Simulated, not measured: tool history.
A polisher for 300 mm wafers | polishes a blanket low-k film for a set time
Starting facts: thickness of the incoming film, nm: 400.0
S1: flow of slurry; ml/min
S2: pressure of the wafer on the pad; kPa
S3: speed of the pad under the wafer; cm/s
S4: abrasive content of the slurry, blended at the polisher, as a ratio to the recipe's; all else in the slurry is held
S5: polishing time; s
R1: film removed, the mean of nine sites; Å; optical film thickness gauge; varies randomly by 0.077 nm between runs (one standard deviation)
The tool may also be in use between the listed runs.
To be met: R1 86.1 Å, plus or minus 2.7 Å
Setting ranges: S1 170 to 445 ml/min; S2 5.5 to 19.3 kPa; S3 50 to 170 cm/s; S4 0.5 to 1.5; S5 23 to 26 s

run	hour	S1	S2	S3	S4	S5	R1
1	0	285	12.4	110	1	26	122.82
2	4.7	285	11	110	1	26	114.36
3	6.6	285	11	110	1	23	99.261
4	10.7	285	11	110	1	26	110.94
5	16.8	285	10.3	110	1	26	105.27
6	20.1	285	9.7	110	1	26	100.88
7	26.5	285	9	110	1	26	95.52
8	30.6	285	8.3	110	1	26	90.053

Which one of the following 4 next-run settings gets every result inside its allowed miss? There is exactly one.
A	34.7	275	9	108	1.05	26	?
B	34.7	370	6.9	134	1	26	?
C	34.7	240	11.7	84	0.8	25	?
D	34.7	260	7.6	136	0.9	26	?

move	R1
A	95.034
B	91.188
C	85.617
D	92.324
A: the biggest miss grows against the last run
B: the biggest miss grows against the last run
C: in spec on every target
D: the biggest miss grows against the last run
Answer: C
